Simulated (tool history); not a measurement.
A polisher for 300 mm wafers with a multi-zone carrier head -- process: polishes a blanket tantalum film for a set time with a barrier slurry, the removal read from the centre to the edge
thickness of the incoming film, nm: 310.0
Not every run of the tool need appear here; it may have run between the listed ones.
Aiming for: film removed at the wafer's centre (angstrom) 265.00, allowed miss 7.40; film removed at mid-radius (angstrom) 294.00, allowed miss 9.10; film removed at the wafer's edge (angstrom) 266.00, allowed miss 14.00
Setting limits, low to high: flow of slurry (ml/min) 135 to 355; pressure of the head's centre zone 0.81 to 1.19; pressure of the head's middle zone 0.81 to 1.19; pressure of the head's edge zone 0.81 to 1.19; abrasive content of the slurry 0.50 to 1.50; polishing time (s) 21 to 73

| run | hour | flow of slurry (ml/min) | pressure of the head's centre zone | pressure of the head's middle zone | pressure of the head's edge zone | abrasive content of the slurry | polishing time (s) | film removed at the wafer's centre (angstrom) | film removed at mid-radius (angstrom) | film removed at the wafer's edge (angstrom) |
|---|---|---|---|---|---|---|---|---|---|---|
| 1 | 0.0 | 225 | 1.00 | 1.00 | 1.00 | 1.00 | 47 | 495.51 | 539.66 | 527.95 |
| 2 | 1.3 | 225 | 1.00 | 1.00 | 1.07 | 1.00 | 47 | 490.72 | 540.11 | 537.20 |
| 3 | 9.4 | 205 | 1.00 | 1.00 | 1.07 | 1.00 | 47 | 486.50 | 529.72 | 555.54 |
| 4 | 12.9 | 230 | 0.98 | 0.97 | 1.04 | 0.90 | 43 | 425.84 | 467.06 | 496.91 |
| 5 | 19.6 | 230 | 0.98 | 0.97 | 1.04 | 1.05 | 43 | 450.00 | 485.66 | 495.80 |
| 6 | 21.3 | 250 | 0.99 | 0.98 | 1.00 | 0.95 | 39 | 401.53 | 432.28 | 431.27 |
| 7 | 22.9 | 265 | 0.99 | 0.99 | 0.97 | 0.85 | 36 | 367.33 | 398.80 | 390.08 |
| 8 | 30.3 | 275 | 0.99 | 1.00 | 0.95 | 0.80 | 34 | 342.25 | 376.77 | 367.10 |
| 9 | 36.4 | 285 | 1.00 | 1.01 | 0.93 | 0.75 | 32 | 323.40 | 354.01 | 328.93 |
| 10 | 43.6 | 285 | 1.00 | 1.01 | 0.91 | 0.70 | 31 | 302.32 | 328.71 | 303.17 |
| 11 | 52.5 | 265 | 0.99 | 1.01 | 0.90 | 0.70 | 31 | 296.99 | 330.83 | 308.01 |
| 12 | 61.4 | 265 | 0.99 | 1.01 | 0.90 | 0.70 | 31 | 300.31 | 334.44 | 308.47 |
| 13 | 62.6 | 265 | 0.99 | 1.01 | 0.89 | 0.65 | 31 | 293.23 | 324.99 | 304.54 |
| 14 | 70.4 | 270 | 0.99 | 1.01 | 0.88 | 0.60 | 31 | 287.27 | 320.06 | 284.84 |

5 candidate next runs follow, results not yet known. Just one meets every target within its allowed miss. Identify it.
| A | 78.2 | 235 | 0.97 | 1.08 | 0.88 | 0.50 | 33 | ? | ? | ? |
| B | 78.2 | 275 | 1.00 | 1.02 | 0.88 | 0.50 | 30 | ? | ? | ? |
| C | 78.2 | 210 | 0.95 | 0.88 | 1.02 | 0.90 | 29 | ? | ? | ? |
| D | 78.2 | 275 | 0.94 | 1.06 | 0.95 | 0.75 | 29 | ? | ? | ? |
| E | 78.2 | 260 | 1.02 | 1.00 | 0.92 | 0.75 | 32 | ? | ? | ? |

| move | film removed at the wafer's centre (angstrom) | film removed at mid-radius (angstrom) | film removed at the wafer's edge (angstrom) |
|---|---|---|---|
| A | 279.99 | 334.74 | 293.59 |
| B | 267.09 | 295.33 | 270.27 |
| C | 278.14 | 290.13 | 322.01 |
| D | 271.27 | 329.38 | 302.68 |
| E | 323.26 | 345.08 | 327.93 |
A: lands further from the targets than the last run did
B: in spec on every target
C: lands further from the targets than the last run did
D: brings the last run's worst result on target, with another outside its allowed miss
E: lands further from the targets than the last run did
The move that meets every target is B.

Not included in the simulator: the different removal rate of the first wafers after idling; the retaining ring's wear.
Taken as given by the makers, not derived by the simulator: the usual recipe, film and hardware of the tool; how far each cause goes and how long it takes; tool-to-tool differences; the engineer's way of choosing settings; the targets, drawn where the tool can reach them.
